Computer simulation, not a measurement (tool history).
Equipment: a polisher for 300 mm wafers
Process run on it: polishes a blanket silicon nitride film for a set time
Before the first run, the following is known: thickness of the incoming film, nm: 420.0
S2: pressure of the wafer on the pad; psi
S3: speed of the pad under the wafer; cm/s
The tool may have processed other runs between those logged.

Run 1, hour 0.0: flow of slurry (ml/min) 220, S2 4.5 psi, S3 124 cm/s, polishing time (s) 81. Result: film removed (Å) 2432.6.
Run 2, hour 2.2: flow of slurry (ml/min) 220, S2 3.7 psi, S3 124 cm/s, polishing time (s) 81. Result: film removed (Å) 2011.6.
Run 3, hour 10.4: flow of slurry (ml/min) 220, S2 3.7 psi, S3 152 cm/s, polishing time (s) 81. Result: film removed (Å) 2385.1.
Run 4, hour 15.7: flow of slurry (ml/min) 220, S2 2.8 psi, S3 152 cm/s, polishing time (s) 81. Result: film removed (Å) 1824.5.
Run 5, hour 17.0: flow of slurry (ml/min) 225, S2 2.9 psi, S3 152 cm/s, polishing time (s) 81. Result: film removed (Å) 1884.2.
Run 6, hour 20.5: flow of slurry (ml/min) 225, S2 3.0 psi, S3 152 cm/s, polishing time (s) 81. Result: film removed (Å) 1909.4.
Run 7, hour 23.8: flow of slurry (ml/min) 225, S2 3.0 psi, S3 152 cm/s, polishing time (s) 81. Result: film removed (Å) 1941.0.

Predict the results of run 8:
Run 8, hour 32.1: flow of slurry (ml/min) 225, S2 3.1 psi, S3 152 cm/s, polishing time (s) 81. Result: film removed (Å) ?.

film removed (Å): 1983.9

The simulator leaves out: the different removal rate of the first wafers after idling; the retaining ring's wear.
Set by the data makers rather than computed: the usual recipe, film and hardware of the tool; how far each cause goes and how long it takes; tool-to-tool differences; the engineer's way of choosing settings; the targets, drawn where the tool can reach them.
